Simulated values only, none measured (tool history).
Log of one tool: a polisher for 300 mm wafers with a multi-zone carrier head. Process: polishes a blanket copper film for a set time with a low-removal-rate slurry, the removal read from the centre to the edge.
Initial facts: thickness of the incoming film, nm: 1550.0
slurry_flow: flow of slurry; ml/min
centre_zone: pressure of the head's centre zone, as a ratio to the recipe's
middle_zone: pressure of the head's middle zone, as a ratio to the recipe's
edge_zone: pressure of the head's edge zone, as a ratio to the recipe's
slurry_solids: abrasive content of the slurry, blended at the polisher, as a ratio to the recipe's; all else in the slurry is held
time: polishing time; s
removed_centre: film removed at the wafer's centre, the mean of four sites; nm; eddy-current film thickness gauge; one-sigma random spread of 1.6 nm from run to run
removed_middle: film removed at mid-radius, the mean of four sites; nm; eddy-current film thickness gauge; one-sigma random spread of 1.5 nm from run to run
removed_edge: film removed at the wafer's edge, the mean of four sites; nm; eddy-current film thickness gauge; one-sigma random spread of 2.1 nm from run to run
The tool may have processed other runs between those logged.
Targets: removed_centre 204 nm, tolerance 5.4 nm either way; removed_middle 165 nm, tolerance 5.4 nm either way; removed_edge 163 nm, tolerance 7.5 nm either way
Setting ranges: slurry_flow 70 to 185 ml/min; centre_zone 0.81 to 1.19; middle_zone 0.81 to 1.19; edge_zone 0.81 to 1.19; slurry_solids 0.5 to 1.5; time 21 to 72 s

run 1 hour=0 | slurry_flow=120 centre_zone=1 middle_zone=1 edge_zone=1 slurry_solids=1 time=46 | removed_centre=190.25 removed_middle=198.15 removed_edge=192.81
run 2 hour=2.4 | slurry_flow=120 centre_zone=1 middle_zone=1.04 edge_zone=1 slurry_solids=1 time=46 | removed_centre=192.48 removed_middle=205.45 removed_edge=191.81
run 3 hour=6 | slurry_flow=140 centre_zone=1 middle_zone=1.04 edge_zone=1 slurry_solids=1 time=46 | removed_centre=197.59 removed_middle=212.06 removed_edge=194.8
run 4 hour=10.2 | slurry_flow=140 centre_zone=1 middle_zone=1.04 edge_zone=1 slurry_solids=1.2 time=46 | removed_centre=205.4 removed_middle=217.53 removed_edge=199.12
run 5 hour=11.1 | slurry_flow=135 centre_zone=1.02 middle_zone=1.03 edge_zone=0.98 slurry_solids=1.15 time=46 | removed_centre=206.1 removed_middle=214.25 removed_edge=198.42
run 6 hour=12.1 | slurry_flow=135 centre_zone=1.02 middle_zone=1.03 edge_zone=0.98 slurry_solids=1.35 time=46 | removed_centre=212.88 removed_middle=221 removed_edge=202.05
run 7 hour=12.9 | slurry_flow=105 centre_zone=1.12 middle_zone=0.93 edge_zone=0.88 slurry_solids=1.1 time=43 | removed_centre=197.49 removed_middle=172.81 removed_edge=163.69
run 8 hour=17.5 | slurry_flow=105 centre_zone=1.12 middle_zone=0.92 edge_zone=0.88 slurry_solids=1.1 time=43 | removed_centre=196.49 removed_middle=170.66 removed_edge=163.71

Consider the 5 candidate settings below. Which is the only one whose results all fall within their allowed miss of target?
run A hour=22.1 | slurry_flow=140 centre_zone=1.09 middle_zone=0.91 edge_zone=0.93 slurry_solids=1.15 time=37 | removed_centre=? removed_middle=? removed_edge=?
run B hour=22.1 | slurry_flow=85 centre_zone=1.19 middle_zone=0.91 edge_zone=0.85 slurry_solids=1.25 time=44 | removed_centre=? removed_middle=? removed_edge=?
run C hour=22.1 | slurry_flow=160 centre_zone=1.07 middle_zone=0.95 edge_zone=0.87 slurry_solids=0.95 time=40 | removed_centre=? removed_middle=? removed_edge=?
run D hour=22.1 | slurry_flow=95 centre_zone=1.07 middle_zone=0.91 edge_zone=0.89 slurry_solids=1.15 time=44 | removed_centre=? removed_middle=? removed_edge=?
run E hour=22.1 | slurry_flow=115 centre_zone=1.05 middle_zone=0.98 edge_zone=0.83 slurry_solids=1.25 time=41 | removed_centre=? removed_middle=? removed_edge=?

move=A removed_centre=176.62 removed_middle=154.55 removed_edge=154.17
move=B removed_centre=200.7 removed_middle=163.94 removed_edge=163.67
move=C removed_centre=185.94 removed_middle=171.24 removed_edge=158.57
move=D removed_centre=184.68 removed_middle=167.03 removed_edge=168.17
move=E removed_centre=182.32 removed_middle=177.33 removed_edge=159.78
A: moves away from the targets compared with the last run
B: every result lands within tolerance
C: moves away from the targets compared with the last run
D: moves away from the targets compared with the last run
E: moves away from the targets compared with the last run
B is the move that brings every result within its allowed miss.
